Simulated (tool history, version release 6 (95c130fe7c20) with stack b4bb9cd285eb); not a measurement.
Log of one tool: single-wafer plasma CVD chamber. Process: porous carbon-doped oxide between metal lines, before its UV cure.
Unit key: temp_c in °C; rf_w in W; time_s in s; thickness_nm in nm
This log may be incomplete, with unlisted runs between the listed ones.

run	hour	temp_c	rf_w	time_s	thickness_nm
1	0.0	280	390	29.9	160.87
2	3.1	287	390	29.9	154.70
3	10.8	287	335	29.9	137.73
4	12.9	287	375	29.9	148.99
5	16.0	287	375	29.9	149.92
6	20.9	278	385	29.9	161.59
7	22.6	266	395	29.9	176.84

Run 8 has not been measured yet. What should we expect?
8	23.5	264	395	29.9	?

For run 8 the tool returned thickness_nm 179.19 nm.
